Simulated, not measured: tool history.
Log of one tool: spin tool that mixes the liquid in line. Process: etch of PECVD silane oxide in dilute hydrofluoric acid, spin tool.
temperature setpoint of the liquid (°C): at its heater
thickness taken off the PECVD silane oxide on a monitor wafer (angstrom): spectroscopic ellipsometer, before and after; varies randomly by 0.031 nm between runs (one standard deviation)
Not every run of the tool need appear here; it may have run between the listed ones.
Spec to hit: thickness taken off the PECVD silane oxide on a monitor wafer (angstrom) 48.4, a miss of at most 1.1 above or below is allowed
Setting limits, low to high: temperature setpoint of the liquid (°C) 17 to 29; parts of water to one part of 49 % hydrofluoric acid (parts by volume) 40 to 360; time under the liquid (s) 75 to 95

| run | hour | temperature setpoint of the liquid (°C) | parts of water to one part of 49 % hydrofluoric acid (parts by volume) | time under the liquid (s) | thickness taken off the PECVD silane oxide on a monitor wafer (angstrom) |
|---|---|---|---|---|---|
| 1 | 0 | 21 | 200 | 95 | 82.782 |
| 2 | 5 | 21 | 260 | 95 | 60.087 |
| 3 | 14 | 21 | 235 | 95 | 68.097 |
| 4 | 19.7 | 20.5 | 240 | 95 | 65.243 |
| 5 | 27.3 | 20.5 | 240 | 75 | 51.677 |
| 6 | 28.6 | 20.5 | 310 | 75 | 37.061 |
| 7 | 36.2 | 20.5 | 310 | 75 | 37.311 |
| 8 | 40 | 21 | 310 | 75 | 38.037 |
| 9 | 48.7 | 25 | 305 | 75 | 44.429 |
| 10 | 53.8 | 25.5 | 305 | 75 | 46.135 |
| 11 | 61.9 | 26 | 305 | 75 | 46.533 |
| 12 | 65.1 | 26.5 | 305 | 75 | 47.16 |

Exercise: of the 4 proposed moves below, exactly one satisfies all targets within the stated allowed misses. Which move is it?
| A | 68.3 | 27.5 | 350 | 90 | ? |
| B | 68.3 | 26 | 310 | 75 | ? |
| C | 68.3 | 23.5 | 340 | 95 | ? |
| D | 68.3 | 25.5 | 320 | 80 | ? |

| move | thickness taken off the PECVD silane oxide on a monitor wafer (angstrom) |
|---|---|
| A | 48.806 |
| B | 45.493 |
| C | 46.89 |
| D | 45.767 |
A: all results land within tolerance of their targets
B: its largest miss is bigger than the last run's
C: its largest miss is bigger than the last run's
D: its largest miss is bigger than the last run's
Correct choice: A, which meets every target
